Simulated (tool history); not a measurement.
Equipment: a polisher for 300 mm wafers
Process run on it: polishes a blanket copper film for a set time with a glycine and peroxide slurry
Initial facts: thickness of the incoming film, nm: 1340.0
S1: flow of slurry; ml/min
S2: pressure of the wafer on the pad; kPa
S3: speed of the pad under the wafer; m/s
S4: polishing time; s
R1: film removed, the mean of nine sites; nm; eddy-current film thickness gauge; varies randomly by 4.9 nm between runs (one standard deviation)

run    day   S1    S2    S3  S4      R1
  1      0  185  22.1  1.12  45   280.9
  2  0.179  185  22.1  0.96  45  244.09
  3  0.504  185  16.5  0.96  45  196.16
  4  0.838  225  16.5  0.96  45  198.25
  5  0.946  225  16.5  0.96  41  183.07
  6  1.262  225  13.8  0.96  41  160.17
  7  1.429  225    20  0.98  41  211.25
  8  1.517  230  26.2  1.06  41  298.21
  9   1.55  230  28.3  1.06  41  314.08

Run 10 comes next. What will it give?
 10  1.871  230  30.3  1.06  41   ?

R1: 330.95 nm
